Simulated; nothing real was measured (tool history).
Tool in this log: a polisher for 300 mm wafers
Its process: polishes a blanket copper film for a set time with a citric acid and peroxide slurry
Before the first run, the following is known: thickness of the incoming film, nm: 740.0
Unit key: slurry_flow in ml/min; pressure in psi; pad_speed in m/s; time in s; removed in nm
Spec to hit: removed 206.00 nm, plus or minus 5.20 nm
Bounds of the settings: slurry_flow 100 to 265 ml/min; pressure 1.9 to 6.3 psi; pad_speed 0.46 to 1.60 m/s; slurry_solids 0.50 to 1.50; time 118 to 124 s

{"run": 1, "day": 0.0, "slurry_flow": 170, "pressure": 4.1, "pad_speed": 1.02, "slurry_solids": 1.0, "time": 118, "removed": 310.78}
{"run": 2, "day": 0.167, "slurry_flow": 150, "pressure": 4.1, "pad_speed": 1.02, "slurry_solids": 1.0, "time": 118, "removed": 307.01}
{"run": 3, "day": 0.458, "slurry_flow": 150, "pressure": 4.1, "pad_speed": 1.02, "slurry_solids": 1.0, "time": 118, "removed": 307.36}
{"run": 4, "day": 0.721, "slurry_flow": 150, "pressure": 3.8, "pad_speed": 1.02, "slurry_solids": 1.0, "time": 118, "removed": 283.58}
{"run": 5, "day": 0.821, "slurry_flow": 150, "pressure": 3.8, "pad_speed": 0.92, "slurry_solids": 1.0, "time": 118, "removed": 256.83}
{"run": 6, "day": 0.871, "slurry_flow": 175, "pressure": 3.8, "pad_speed": 0.92, "slurry_solids": 1.0, "time": 118, "removed": 267.52}
{"run": 7, "day": 1.008, "slurry_flow": 165, "pressure": 3.6, "pad_speed": 0.92, "slurry_solids": 1.0, "time": 118, "removed": 249.38}
{"run": 8, "day": 1.067, "slurry_flow": 120, "pressure": 2.9, "pad_speed": 0.92, "slurry_solids": 1.0, "time": 118, "removed": 190.49}
{"run": 9, "day": 1.417, "slurry_flow": 125, "pressure": 2.9, "pad_speed": 0.92, "slurry_solids": 1.0, "time": 118, "removed": 191.72}
{"run": 10, "day": 1.471, "slurry_flow": 130, "pressure": 2.9, "pad_speed": 0.92, "slurry_solids": 1.0, "time": 118, "removed": 195.42}
{"run": 11, "day": 1.521, "slurry_flow": 135, "pressure": 2.9, "pad_speed": 0.92, "slurry_solids": 1.0, "time": 118, "removed": 197.62}
{"run": 12, "day": 1.888, "slurry_flow": 140, "pressure": 2.9, "pad_speed": 0.92, "slurry_solids": 1.0, "time": 118, "removed": 197.02}
{"day": 2.042, "done": "worn pad replaced by a new one"}
{"run": 13, "day": 2.042, "slurry_flow": 145, "pressure": 2.9, "pad_speed": 0.92, "slurry_solids": 1.0, "time": 118, "removed": 218.31}
{"run": 14, "day": 2.096, "slurry_flow": 140, "pressure": 2.9, "pad_speed": 0.92, "slurry_solids": 1.0, "time": 118, "removed": 213.05}
{"run": 15, "day": 2.467, "slurry_flow": 120, "pressure": 2.8, "pad_speed": 0.92, "slurry_solids": 1.0, "time": 118, "removed": 199.48}

Which one of the following 5 next-run settings gets every result inside its allowed miss? There is exactly one.
{"run": "A", "day": 2.838, "slurry_flow": 125, "pressure": 3.4, "pad_speed": 0.6, "slurry_solids": 1.2, "time": 124, "removed": "?"}
{"run": "B", "day": 2.838, "slurry_flow": 120, "pressure": 3.0, "pad_speed": 0.86, "slurry_solids": 1.0, "time": 121, "removed": "?"}
{"run": "C", "day": 2.838, "slurry_flow": 105, "pressure": 3.0, "pad_speed": 0.92, "slurry_solids": 0.8, "time": 118, "removed": "?"}
{"run": "D", "day": 2.838, "slurry_flow": 110, "pressure": 2.5, "pad_speed": 0.98, "slurry_solids": 0.95, "time": 120, "removed": "?"}
{"run": "E", "day": 2.838, "slurry_flow": 140, "pressure": 2.3, "pad_speed": 0.94, "slurry_solids": 1.0, "time": 124, "removed": "?"}

move=A removed=188.05
move=B removed=205.94
move=C removed=193.64
move=D removed=184.78
move=E removed=182.95
A: lands further from the targets than the last run did
B: in spec on every target
C: lands further from the targets than the last run did
D: lands further from the targets than the last run did
E: lands further from the targets than the last run did
Correct choice: B, which meets every target

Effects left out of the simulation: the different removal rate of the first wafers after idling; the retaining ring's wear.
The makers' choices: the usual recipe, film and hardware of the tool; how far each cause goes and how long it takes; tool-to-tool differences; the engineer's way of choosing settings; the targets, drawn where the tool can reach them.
